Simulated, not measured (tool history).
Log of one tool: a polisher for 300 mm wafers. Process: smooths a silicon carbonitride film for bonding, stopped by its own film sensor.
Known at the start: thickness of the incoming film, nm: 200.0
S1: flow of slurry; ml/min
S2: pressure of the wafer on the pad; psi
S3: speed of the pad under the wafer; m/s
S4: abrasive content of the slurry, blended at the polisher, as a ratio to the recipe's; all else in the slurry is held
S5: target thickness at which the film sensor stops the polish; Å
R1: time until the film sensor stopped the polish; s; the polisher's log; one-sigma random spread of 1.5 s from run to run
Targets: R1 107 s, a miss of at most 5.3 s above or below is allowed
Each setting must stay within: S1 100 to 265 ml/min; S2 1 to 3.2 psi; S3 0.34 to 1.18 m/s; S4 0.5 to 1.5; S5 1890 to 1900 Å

run 1 hour=0 | S1=170 S2=2.1 S3=0.76 S4=1 S5=1890 | R1=45.286
run 2 hour=7.3 | S1=155 S2=2.1 S3=0.76 S4=1 S5=1890 | R1=46.559
run 3 hour=10.3 | S1=155 S2=2 S3=0.72 S4=1 S5=1890 | R1=52.701
run 4 hour=15.6 | S1=155 S2=2 S3=0.72 S4=1 S5=1900 | R1=46.452
run 5 hour=16.3 | S1=155 S2=2 S3=0.8 S4=1 S5=1900 | R1=41.582
run 6 hour=21.9 | S1=155 S2=1.7 S3=0.8 S4=1 S5=1900 | R1=50.741
-- hour=27.6 head pressure recalibrated
run 7 hour=27.6 | S1=155 S2=1.6 S3=0.76 S4=1 S5=1900 | R1=50.455
run 8 hour=34.7 | S1=155 S2=1.5 S3=0.7 S4=0.95 S5=1900 | R1=58.892

Below are 5 possible settings for the next run. Only one of them brings all results inside the allowed miss of their targets. Which is it?
run A hour=41.8 | S1=130 S2=1.6 S3=0.9 S4=0.95 S5=1900 | R1=?
run B hour=41.8 | S1=150 S2=1.3 S3=0.54 S4=0.95 S5=1890 | R1=?
run C hour=41.8 | S1=150 S2=1.2 S3=0.46 S4=0.85 S5=1890 | R1=?
run D hour=41.8 | S1=135 S2=1 S3=0.46 S4=0.9 S5=1890 | R1=?
run E hour=41.8 | S1=215 S2=1.4 S3=0.46 S4=0.7 S5=1890 | R1=?

move=A R1=47.37
move=B R1=92.789
move=C R1=120.26
move=D R1=141.87
move=E R1=108.79
A: lands further from the targets than the last run did
B: gains on the last run, yet a result remains outside its allowed miss
C: takes the biggest miss from the last run beyond its target
D: takes the biggest miss from the last run beyond its target
E: hits every target within its allowed miss
Move E is the one to make.

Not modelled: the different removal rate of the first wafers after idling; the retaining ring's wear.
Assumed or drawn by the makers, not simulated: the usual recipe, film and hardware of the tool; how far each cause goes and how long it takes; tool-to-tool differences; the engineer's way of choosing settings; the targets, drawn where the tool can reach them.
